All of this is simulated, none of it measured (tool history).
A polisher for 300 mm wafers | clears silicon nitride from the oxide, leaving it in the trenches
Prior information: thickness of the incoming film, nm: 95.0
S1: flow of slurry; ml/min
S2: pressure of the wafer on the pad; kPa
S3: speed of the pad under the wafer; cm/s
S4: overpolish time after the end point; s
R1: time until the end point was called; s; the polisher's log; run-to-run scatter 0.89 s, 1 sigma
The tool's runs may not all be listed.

run 1 day=0.000 | S1=235 S2=23.4 S3=108 S4=26 | R1=81.388
run 2 day=0.179 | S1=290 S2=23.4 S3=108 S4=26 | R1=78.006
run 3 day=0.546 | S1=310 S2=23.4 S3=108 S4=26 | R1=79.376
run 4 day=0.792 | S1=310 S2=23.4 S3=108 S4=28 | R1=77.579
run 5 day=1.117 | S1=310 S2=24.1 S3=108 S4=28 | R1=75.513
run 6 day=1.371 | S1=310 S2=24.1 S3=108 S4=28 | R1=76.458
run 7 day=1.742 | S1=310 S2=24.8 S3=108 S4=28 | R1=73.241

For run 8, what comes out?
run 8 day=1.975 | S1=310 S2=25.5 S3=108 S4=28 | R1=?

Run 8 produced R1 69.426 s.
